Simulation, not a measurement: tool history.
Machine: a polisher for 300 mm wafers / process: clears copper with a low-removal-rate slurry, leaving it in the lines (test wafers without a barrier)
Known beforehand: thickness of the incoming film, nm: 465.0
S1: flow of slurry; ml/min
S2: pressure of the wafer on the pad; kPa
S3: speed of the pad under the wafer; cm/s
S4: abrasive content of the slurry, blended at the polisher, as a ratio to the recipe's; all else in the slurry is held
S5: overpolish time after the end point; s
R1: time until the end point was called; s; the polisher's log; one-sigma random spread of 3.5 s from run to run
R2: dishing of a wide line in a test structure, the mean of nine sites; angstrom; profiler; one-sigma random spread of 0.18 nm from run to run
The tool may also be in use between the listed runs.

Run 1, hour 0.0: S1 165 ml/min, S2 22.8 kPa, S3 102 cm/s, S4 1.00, S5 19 s. Result: R1 154.36 s, R2 229.910 angstrom.
Run 2, hour 4.6: S1 165 ml/min, S2 26.2 kPa, S3 102 cm/s, S4 1.00, S5 19 s. Result: R1 139.49 s, R2 244.760 angstrom.
Run 3, hour 7.2: S1 205 ml/min, S2 26.2 kPa, S3 102 cm/s, S4 1.00, S5 19 s. Result: R1 133.57 s, R2 245.060 angstrom.
Run 4, hour 15.4: S1 205 ml/min, S2 22.8 kPa, S3 102 cm/s, S4 1.00, S5 19 s. Result: R1 146.73 s, R2 238.930 angstrom.
Run 5, hour 22.0: S1 205 ml/min, S2 22.8 kPa, S3 92 cm/s, S4 1.00, S5 19 s. Result: R1 163.09 s, R2 233.210 angstrom.
Run 6, hour 23.9: S1 205 ml/min, S2 20.0 kPa, S3 92 cm/s, S4 1.00, S5 19 s. Result: R1 178.10 s, R2 223.780 angstrom.
Run 7, hour 26.8: S1 170 ml/min, S2 17.2 kPa, S3 100 cm/s, S4 0.85, S5 15 s. Result: R1 195.96 s, R2 176.720 angstrom.
Run 8, hour 33.3: S1 120 ml/min, S2 10.3 kPa, S3 128 cm/s, S4 0.60, S5 6 s. Result: R1 246.40 s, R2 78.172 angstrom.

Predict the results of run 9:
Run 9, hour 34.7: S1 125 ml/min, S2 11.0 kPa, S3 128 cm/s, S4 0.60, S5 6 s. Result: R1 ?, R2 ?.

{"run 9": {"R1": 233.34, "R2": 77.974}}
